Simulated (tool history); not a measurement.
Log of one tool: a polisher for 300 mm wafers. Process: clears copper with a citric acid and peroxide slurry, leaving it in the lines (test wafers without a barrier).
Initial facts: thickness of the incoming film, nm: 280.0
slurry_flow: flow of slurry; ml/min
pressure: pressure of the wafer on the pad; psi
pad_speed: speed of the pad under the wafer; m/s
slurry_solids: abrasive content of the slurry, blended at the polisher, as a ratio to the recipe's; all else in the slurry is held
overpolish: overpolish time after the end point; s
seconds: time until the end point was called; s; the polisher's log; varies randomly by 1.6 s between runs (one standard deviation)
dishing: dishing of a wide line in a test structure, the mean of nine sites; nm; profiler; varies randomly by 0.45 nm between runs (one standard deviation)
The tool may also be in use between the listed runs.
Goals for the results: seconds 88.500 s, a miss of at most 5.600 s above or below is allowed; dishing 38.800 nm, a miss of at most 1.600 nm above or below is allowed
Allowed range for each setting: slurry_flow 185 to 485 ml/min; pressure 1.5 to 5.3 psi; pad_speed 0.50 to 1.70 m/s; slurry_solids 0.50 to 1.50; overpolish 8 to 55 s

run,day,slurry_flow,pressure,pad_speed,slurry_solids,overpolish,seconds,dishing
1,0.000,310,3.4,1.10,1.00,28,100.520,49.381
2,0.146,310,3.5,1.10,1.00,26,98.259,47.768
3,0.488,310,3.5,1.10,1.10,26,101.730,48.239
4,0.729,315,3.5,1.10,1.05,25,99.568,45.924
5,1.038,280,3.5,1.10,1.05,25,99.389,45.323
6,1.062,275,3.5,1.10,1.00,24,103.080,43.024
7,1.233,285,3.6,1.10,1.00,23,100.390,43.060
8,1.483,290,3.7,1.10,1.00,22,97.318,42.851
9,1.667,295,3.8,1.10,1.00,21,96.207,41.359
10,1.879,295,3.9,1.10,1.00,20,89.612,40.720

Consider the 5 candidate settings below. Which is the only one whose results all fall within their allowed miss of target?
A,2.092,245,3.7,1.20,1.10,21,?,?
B,2.092,380,4.5,0.92,1.25,21,?,?
C,2.092,315,4.2,0.96,1.00,24,?,?
D,2.092,320,3.5,1.26,1.00,21,?,?
E,2.092,400,4.3,1.06,0.90,18,?,?

move,seconds,dishing
A,87.714,44.185
B,89.040,44.011
C,97.488,45.481
D,87.261,44.261
E,87.413,39.166
A: its largest miss is bigger than the last run's
B: its largest miss is bigger than the last run's
C: its largest miss is bigger than the last run's
D: its largest miss is bigger than the last run's
E: in spec on every target
Go with E: it meets all targets.
